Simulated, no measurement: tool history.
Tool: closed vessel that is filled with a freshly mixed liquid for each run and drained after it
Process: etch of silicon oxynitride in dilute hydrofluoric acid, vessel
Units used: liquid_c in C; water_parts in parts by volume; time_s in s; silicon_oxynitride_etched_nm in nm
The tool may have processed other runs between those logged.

run	hour	liquid_c	water_parts	time_s	silicon_oxynitride_etched_nm
1	0.0	22.0	125	45	1.37500
2	7.4	22.0	150	45	1.08920
3	11.9	22.0	150	45	1.09820
4	13.5	22.0	165	45	1.01090
5	22.0	22.0	165	45	0.99724
6	23.7	23.5	150	45	1.19780
7	30.8	24.5	135	45	1.41740
8	33.8	25.5	125	45	1.61550
9	36.0	29.5	75	45	3.37830

The next listed run, before its measurement:
10	42.0	29.0	75	45	?

Logged for run 10: silicon_oxynitride_etched_nm 3.32530 nm.

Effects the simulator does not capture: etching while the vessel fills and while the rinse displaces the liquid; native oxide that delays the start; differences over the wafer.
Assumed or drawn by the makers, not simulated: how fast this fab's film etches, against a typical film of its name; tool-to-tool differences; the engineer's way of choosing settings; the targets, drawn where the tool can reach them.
